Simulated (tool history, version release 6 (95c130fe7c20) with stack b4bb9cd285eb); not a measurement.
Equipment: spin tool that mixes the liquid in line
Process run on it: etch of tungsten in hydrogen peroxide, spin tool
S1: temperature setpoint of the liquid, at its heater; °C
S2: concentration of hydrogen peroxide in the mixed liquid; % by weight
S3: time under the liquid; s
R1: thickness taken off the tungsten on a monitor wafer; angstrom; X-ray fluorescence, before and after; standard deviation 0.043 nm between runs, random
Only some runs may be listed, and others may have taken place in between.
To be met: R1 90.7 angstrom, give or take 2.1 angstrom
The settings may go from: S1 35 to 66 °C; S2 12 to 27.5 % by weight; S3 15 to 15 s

{"run": 1, "hour": 0.0, "S1": 51, "S2": 18.5, "S3": 15, "R1": 132.84}
{"run": 2, "hour": 5.6, "S1": 56, "S2": 18.5, "S3": 15, "R1": 177.93}
{"run": 3, "hour": 9.0, "S1": 62.5, "S2": 18.5, "S3": 15, "R1": 258.49}
{"run": 4, "hour": 14.9, "S1": 65.5, "S2": 18.5, "S3": 15, "R1": 309.02}
{"run": 5, "hour": 17.2, "S1": 65.5, "S2": 22, "S3": 15, "R1": 334.35}
{"run": 6, "hour": 23.0, "S1": 62, "S2": 22, "S3": 15, "R1": 275.72}
{"run": 7, "hour": 27.7, "S1": 59, "S2": 22, "S3": 15, "R1": 231.42}
{"run": 8, "hour": 30.4, "S1": 56.5, "S2": 22, "S3": 15, "R1": 199.86}
{"run": 9, "hour": 34.1, "S1": 54.5, "S2": 22, "S3": 15, "R1": 178.18}
{"run": 10, "hour": 39.8, "S1": 52.5, "S2": 22, "S3": 15, "R1": 158.15}
{"run": 11, "hour": 44.3, "S1": 51, "S2": 22, "S3": 15, "R1": 143.53}
{"run": 12, "hour": 47.2, "S1": 50, "S2": 22, "S3": 15, "R1": 134.72}
{"run": 13, "hour": 52.4, "S1": 49, "S2": 22, "S3": 15, "R1": 127.22}

Next run, 4 choices. One meets every target within its allowed miss, the rest don't. Which?
{"run": "A", "hour": 57.6, "S1": 51.5, "S2": 23.5, "S3": 15, "R1": "?"}
{"run": "B", "hour": 57.6, "S1": 43.5, "S2": 22.5, "S3": 15, "R1": "?"}
{"run": "C", "hour": 57.6, "S1": 42, "S2": 20.5, "S3": 15, "R1": "?"}
{"run": "D", "hour": 57.6, "S1": 42.5, "S2": 22.5, "S3": 15, "R1": "?"}

move=A R1=154.95
move=B R1=92.267
move=C R1=80.014
move=D R1=86.559
A: moves away from the targets compared with the last run
B: in spec on every target
C: moves the result that the last run missed by most past its target, out the other side
D: moves the result that the last run missed by most past its target, out the other side
The move that meets every target is B.

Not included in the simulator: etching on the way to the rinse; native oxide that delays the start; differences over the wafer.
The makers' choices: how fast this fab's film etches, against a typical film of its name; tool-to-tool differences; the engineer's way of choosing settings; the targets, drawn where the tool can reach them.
